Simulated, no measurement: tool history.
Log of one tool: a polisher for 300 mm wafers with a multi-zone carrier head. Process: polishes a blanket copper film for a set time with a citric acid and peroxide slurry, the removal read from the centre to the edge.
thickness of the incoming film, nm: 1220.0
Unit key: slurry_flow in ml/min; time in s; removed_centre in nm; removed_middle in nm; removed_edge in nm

{"run": 1, "hour": 0.0, "slurry_flow": 175, "centre_zone": 1, "middle_zone": 1, "edge_zone": 1, "slurry_solids": 1, "time": 81, "removed_centre": 342.78, "removed_middle": 332.98, "removed_edge": 324.91}
{"run": 2, "hour": 4.2, "slurry_flow": 170, "centre_zone": 1, "middle_zone": 0.98, "edge_zone": 0.98, "slurry_solids": 0.95, "time": 80, "removed_centre": 333.63, "removed_middle": 328.63, "removed_edge": 316.22}
{"run": 3, "hour": 4.8, "slurry_flow": 170, "centre_zone": 1.06, "middle_zone": 0.98, "edge_zone": 0.98, "slurry_solids": 0.95, "time": 80, "removed_centre": 349.21, "removed_middle": 324.14, "removed_edge": 321.58}
{"run": 4, "hour": 12.9, "slurry_flow": 170, "centre_zone": 1.06, "middle_zone": 0.98, "edge_zone": 0.98, "slurry_solids": 0.95, "time": 87, "removed_centre": 381.13, "removed_middle": 355.48, "removed_edge": 348.32}
{"run": 5, "hour": 17.3, "slurry_flow": 170, "centre_zone": 1.06, "middle_zone": 0.98, "edge_zone": 0.9, "slurry_solids": 0.95, "time": 87, "removed_centre": 380.84, "removed_middle": 353.71, "removed_edge": 327.81}
{"run": 6, "hour": 19.4, "slurry_flow": 165, "centre_zone": 1.07, "middle_zone": 0.95, "edge_zone": 0.9, "slurry_solids": 0.9, "time": 85, "removed_centre": 371.11, "removed_middle": 325.47, "removed_edge": 316.08}
{"run": 7, "hour": 28.0, "slurry_flow": 160, "centre_zone": 1.05, "middle_zone": 0.93, "edge_zone": 0.89, "slurry_solids": 0.85, "time": 85, "removed_centre": 357.38, "removed_middle": 317.23, "removed_edge": 319.97}
{"run": 8, "hour": 31.6, "slurry_flow": 160, "centre_zone": 1.05, "middle_zone": 0.92, "edge_zone": 0.88, "slurry_solids": 0.8, "time": 83, "removed_centre": 343.82, "removed_middle": 314.32, "removed_edge": 310.72}

Predict the results of run 9:
{"run": 9, "hour": 34.1, "slurry_flow": 155, "centre_zone": 1.06, "middle_zone": 0.91, "edge_zone": 0.87, "slurry_solids": 0.8, "time": 81, "removed_centre": "?", "removed_middle": "?", "removed_edge": "?"}

removed_centre: 336.52 nm
removed_middle: 302.34 nm
removed_edge: 294.84 nm
